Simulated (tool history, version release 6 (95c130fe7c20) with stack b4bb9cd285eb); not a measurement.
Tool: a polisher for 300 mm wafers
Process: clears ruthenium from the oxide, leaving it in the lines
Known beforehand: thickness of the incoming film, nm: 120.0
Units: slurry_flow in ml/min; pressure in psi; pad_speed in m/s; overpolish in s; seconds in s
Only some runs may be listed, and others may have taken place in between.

run 1 day=0.000 | slurry_flow=285 pressure=2.3 pad_speed=1.16 overpolish=6 | seconds=97.626
run 2 day=0.288 | slurry_flow=285 pressure=2.3 pad_speed=0.90 overpolish=6 | seconds=123.170
run 3 day=0.342 | slurry_flow=315 pressure=2.3 pad_speed=0.90 overpolish=6 | seconds=120.670
run 4 day=0.508 | slurry_flow=305 pressure=1.9 pad_speed=0.82 overpolish=6 | seconds=161.230
run 5 day=0.692 | slurry_flow=305 pressure=1.9 pad_speed=0.98 overpolish=6 | seconds=134.580
run 6 day=0.842 | slurry_flow=295 pressure=1.6 pad_speed=0.90 overpolish=6 | seconds=170.900
run 7 day=0.946 | slurry_flow=295 pressure=1.6 pad_speed=0.90 overpolish=6 | seconds=172.750
run 8 day=1.179 | slurry_flow=285 pressure=1.4 pad_speed=0.86 overpolish=6 | seconds=204.080
run 9 day=1.383 | slurry_flow=265 pressure=1.3 pad_speed=0.86 overpolish=6 | seconds=218.170
run 10 day=1.562 | slurry_flow=245 pressure=1.2 pad_speed=0.86 overpolish=6 | seconds=232.110

What does the tool deliver on the next run?
run 11 day=1.788 | slurry_flow=230 pressure=1.0 pad_speed=0.80 overpolish=6 | seconds=?

seconds: 295.690 s
